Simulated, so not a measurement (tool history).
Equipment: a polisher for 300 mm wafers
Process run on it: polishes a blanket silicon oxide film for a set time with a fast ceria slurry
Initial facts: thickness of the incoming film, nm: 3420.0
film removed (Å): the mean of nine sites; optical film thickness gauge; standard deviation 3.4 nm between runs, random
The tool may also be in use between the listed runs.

run  hour  flow of slurry (ml/min)  pressure of the wafer on the pad (kPa)  speed of the pad under the wafer (m/s)  polishing time (s)  film removed (Å)
  1     0                      160                                    21.4                                    1.14                  39              7708
  2   5.7                      160                                    21.4                                    1.28                  39            8334.8
  3  13.9                      160                                    21.4                                    1.28                  39            8432.7
  4  15.9                      150                                    17.9                                    1.28                  39            7199.2
  5  16.7                      145                                    15.2                                    1.28                  39            6255.3
  6  24.5                      140                                    13.8                                    1.28                  39            5853.1
  7  31.1                      135                                    13.1                                    1.28                  39            5553.6

What will run 8 give?
  8  33.2                      125                                    12.4                                    1.28                  39                 ?

Run 8 produced film removed (Å) 5312.5.

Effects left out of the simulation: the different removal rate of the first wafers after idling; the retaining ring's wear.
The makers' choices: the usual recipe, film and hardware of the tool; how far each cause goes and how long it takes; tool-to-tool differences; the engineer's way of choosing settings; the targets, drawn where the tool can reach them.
